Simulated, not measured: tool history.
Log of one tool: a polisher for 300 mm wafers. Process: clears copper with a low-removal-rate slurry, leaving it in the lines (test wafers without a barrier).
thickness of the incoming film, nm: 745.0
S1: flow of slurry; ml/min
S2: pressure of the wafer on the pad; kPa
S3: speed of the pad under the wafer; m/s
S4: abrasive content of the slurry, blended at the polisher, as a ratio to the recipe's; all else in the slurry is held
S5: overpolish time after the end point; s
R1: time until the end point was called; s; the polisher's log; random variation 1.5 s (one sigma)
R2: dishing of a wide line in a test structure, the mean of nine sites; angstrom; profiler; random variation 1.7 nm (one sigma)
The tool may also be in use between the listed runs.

run 1 hour=0 | S1=220 S2=23.4 S3=1.28 S4=1 S5=26 | R1=195.8 R2=605.39
run 2 hour=0.8 | S1=220 S2=23.4 S3=1.28 S4=1 S5=20 | R1=197.01 R2=503.53
run 3 hour=7.2 | S1=220 S2=23.4 S3=1.28 S4=1 S5=22 | R1=190.6 R2=530.14
run 4 hour=9 | S1=185 S2=23.4 S3=1.28 S4=1 S5=22 | R1=198.78 R2=542.46
-- hour=11.4 head pressure recalibrated
run 5 hour=11.4 | S1=185 S2=23.4 S3=1.28 S4=0.9 S5=22 | R1=215.21 R2=499.41
run 6 hour=14.4 | S1=185 S2=18.6 S3=1.28 S4=0.9 S5=22 | R1=254.33 R2=426.7
run 7 hour=17.6 | S1=190 S2=19.3 S3=1.28 S4=0.9 S5=23 | R1=248.38 R2=457.71
run 8 hour=22.7 | S1=195 S2=20 S3=1.28 S4=0.9 S5=24 | R1=239.27 R2=476.14

The next listed run, before its measurement:
run 9 hour=26.4 | S1=205 S2=26.9 S3=1.28 S4=0.9 S5=37 | R1=? R2=?

Run 9 gave R1 194.11 s, R2 812.03 angstrom.
